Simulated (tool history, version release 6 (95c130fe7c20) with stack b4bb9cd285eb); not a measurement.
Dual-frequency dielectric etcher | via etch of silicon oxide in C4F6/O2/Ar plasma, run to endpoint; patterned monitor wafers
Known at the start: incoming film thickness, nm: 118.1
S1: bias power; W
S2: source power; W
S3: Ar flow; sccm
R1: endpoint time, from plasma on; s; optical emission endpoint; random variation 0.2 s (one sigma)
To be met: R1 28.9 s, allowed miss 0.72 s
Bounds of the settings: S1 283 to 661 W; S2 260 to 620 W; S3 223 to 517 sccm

run  hour   S1   S2   S3      R1
  1     0  472  440  370   24.09
  2   3.7  445  430  373   24.77
  3   5.9  501  430  373  23.976
  4  14.3  475  410  377  25.093
  5  18.4  443  410  377  25.679
  6  24.7  423  410  378  26.008
  7  31.3  405  410  379   25.98
  8    38  313  320  398  30.326
  9    45  322  320  397  30.099
 10  50.1  329  320  396  30.168
 11  58.2  337  320  396  30.081
 12  66.3  344  320  396  29.676
 13  71.4  349  320  396  29.212

5 next moves are on the table. One of them brings every result within its allowed miss. Which?
  A  76.5  404  360  396   ?
  B  76.5  338  300  430   ?
  C  76.5  425  330  498   ?
  D  76.5  284  320  382   ?
  E  76.5  308  320  382   ?

move      R1
   A  27.307
   B  30.776
   C  28.699
   D  30.448
   E  30.027
A: takes the result that was furthest off past its target
B: further off than the last run
C: meets every target
D: further off than the last run
E: further off than the last run
Move C is the one to make.
